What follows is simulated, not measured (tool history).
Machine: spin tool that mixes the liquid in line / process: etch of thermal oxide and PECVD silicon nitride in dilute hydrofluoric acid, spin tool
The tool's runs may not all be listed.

| run | day | temperature setpoint of the liquid (°C) | parts of water to one part of 49 % hydrofluoric acid (parts by volume) | time under the liquid (s) | thickness taken off the thermal oxide on a monitor wafer (angstrom) | thickness taken off the PECVD silicon nitride on a monitor wafer (angstrom) |
|---|---|---|---|---|---|---|
| 1 | 0.000 | 24.0 | 75 | 140 | 100.210 | 128.430 |
| 2 | 0.354 | 23.5 | 80 | 140 | 91.061 | 118.510 |
| 3 | 0.654 | 21.5 | 80 | 140 | 83.834 | 101.970 |
| 4 | 0.983 | 21.5 | 90 | 140 | 73.990 | 91.886 |
| 5 | 1.142 | 21.5 | 95 | 140 | 69.548 | 87.474 |
| 6 | 1.392 | 21.5 | 95 | 175 | 87.035 | 109.730 |

Estimate the outcome of run 7 from the log above:
|  | 1.612 | thermometer replaced |
| 7 | 1.612 | 21.5 | 100 | 175 | ? | ? |

{"run 7": {"thickness taken off the thermal oxide on a monitor wafer (angstrom)": 75.903, "thickness taken off the PECVD silicon nitride on a monitor wafer (angstrom)": 90.944}}
